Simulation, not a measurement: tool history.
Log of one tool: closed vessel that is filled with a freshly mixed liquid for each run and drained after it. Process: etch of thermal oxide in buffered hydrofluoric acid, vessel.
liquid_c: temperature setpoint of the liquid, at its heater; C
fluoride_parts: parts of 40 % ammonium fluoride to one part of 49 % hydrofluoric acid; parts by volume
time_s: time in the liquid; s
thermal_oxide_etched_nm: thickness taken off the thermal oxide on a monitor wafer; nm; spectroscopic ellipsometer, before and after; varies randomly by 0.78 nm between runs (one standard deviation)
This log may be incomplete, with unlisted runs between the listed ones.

| run | hour | liquid_c | fluoride_parts | time_s | thermal_oxide_etched_nm |
|---|---|---|---|---|---|
| 1 | 0.0 | 23.0 | 13 | 95 | 75.888 |
| 2 | 6.2 | 24.5 | 13 | 95 | 81.444 |
| 3 | 15.4 | 25.5 | 13 | 95 | 87.447 |
| 4 | 19.1 | 25.5 | 13 | 95 | 86.617 |
| 5 | 20.4 | 22.0 | 13 | 95 | 71.512 |
| 6 | 23.8 | 23.5 | 13 | 95 | 77.710 |
| 7 | 30.8 | 23.5 | 13 | 95 | 78.524 |

Expected results for the next run?
| 8 | 38.4 | 24.5 | 13 | 95 | ? |

Run 8 came out at thermal_oxide_etched_nm 83.249 nm.
